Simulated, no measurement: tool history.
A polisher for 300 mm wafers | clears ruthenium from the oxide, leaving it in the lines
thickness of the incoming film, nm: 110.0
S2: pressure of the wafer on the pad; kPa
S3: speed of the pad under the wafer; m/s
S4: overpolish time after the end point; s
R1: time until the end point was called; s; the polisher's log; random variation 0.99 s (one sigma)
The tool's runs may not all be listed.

{"run": 1, "hour": 0.0, "flow of slurry (ml/min)": 150, "S2": 11.7, "S3": 1.14, "S4": 23, "R1": 82.237}
{"run": 2, "hour": 4.3, "flow of slurry (ml/min)": 145, "S2": 10.3, "S3": 1.14, "S4": 23, "R1": 93.118}
{"run": 3, "hour": 8.2, "flow of slurry (ml/min)": 140, "S2": 9.7, "S3": 1.14, "S4": 23, "R1": 101.64}
{"run": 4, "hour": 13.8, "flow of slurry (ml/min)": 155, "S2": 9.7, "S3": 1.14, "S4": 23, "R1": 100.11}
{"run": 5, "hour": 21.6, "flow of slurry (ml/min)": 155, "S2": 9.0, "S3": 1.14, "S4": 23, "R1": 106.64}
{"run": 6, "hour": 23.4, "flow of slurry (ml/min)": 155, "S2": 10.3, "S3": 1.14, "S4": 23, "R1": 92.595}
{"run": 7, "hour": 30.5, "flow of slurry (ml/min)": 135, "S2": 8.3, "S3": 1.14, "S4": 23, "R1": 117.65}
{"run": 8, "hour": 32.2, "flow of slurry (ml/min)": 140, "S2": 8.3, "S3": 1.14, "S4": 23, "R1": 116.15}

The next listed run, before its measurement:
{"run": 9, "hour": 40.8, "flow of slurry (ml/min)": 145, "S2": 8.3, "S3": 1.14, "S4": 23, "R1": "?"}

{"run 9": {"R1": 115.95}}

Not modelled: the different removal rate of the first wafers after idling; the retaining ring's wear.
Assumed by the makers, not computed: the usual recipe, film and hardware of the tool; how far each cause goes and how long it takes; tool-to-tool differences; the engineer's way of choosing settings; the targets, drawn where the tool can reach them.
